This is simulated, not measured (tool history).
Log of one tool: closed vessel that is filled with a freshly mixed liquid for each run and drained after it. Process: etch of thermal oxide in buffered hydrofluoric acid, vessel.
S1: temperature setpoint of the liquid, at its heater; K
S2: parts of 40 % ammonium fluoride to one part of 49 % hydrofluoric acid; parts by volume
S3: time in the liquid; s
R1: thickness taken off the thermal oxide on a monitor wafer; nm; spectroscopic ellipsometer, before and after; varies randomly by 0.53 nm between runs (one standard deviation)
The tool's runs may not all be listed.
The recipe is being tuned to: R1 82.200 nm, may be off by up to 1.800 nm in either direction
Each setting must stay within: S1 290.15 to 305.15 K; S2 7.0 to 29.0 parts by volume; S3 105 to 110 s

run 1 hour=0.0 | S1=297.15 S2=18.0 S3=105 | R1=62.625
run 2 hour=3.7 | S1=294.65 S2=18.0 S3=105 | R1=54.152
run 3 hour=7.5 | S1=294.65 S2=18.0 S3=110 | R1=57.011
run 4 hour=13.6 | S1=294.65 S2=18.0 S3=105 | R1=53.931
run 5 hour=21.9 | S1=294.65 S2=22.5 S3=105 | R1=45.188
run 6 hour=28.6 | S1=298.15 S2=22.5 S3=105 | R1=54.362
run 7 hour=31.4 | S1=300.65 S2=22.5 S3=105 | R1=62.366
run 8 hour=34.8 | S1=304.65 S2=21.5 S3=105 | R1=79.043

Below are 5 possible settings for the next run. Only one of them brings all results inside the allowed miss of their targets. Which is it?
run A hour=38.2 | S1=301.15 S2=17.0 S3=110 | R1=?
run B hour=38.2 | S1=305.15 S2=23.0 S3=105 | R1=?
run C hour=38.2 | S1=305.15 S2=24.5 S3=110 | R1=?
run D hour=38.2 | S1=305.15 S2=25.0 S3=110 | R1=?
run E hour=38.2 | S1=305.15 S2=23.0 S3=110 | R1=?

move=A R1=85.409
move=B R1=78.015
move=C R1=78.290
move=D R1=77.222
move=E R1=81.730
A: carries the result that was furthest off beyond its target, to the other side
B: further off than the last run
C: further off than the last run
D: further off than the last run
E: every result within its allowed miss
So the answer is move E, the one that meets all the targets.
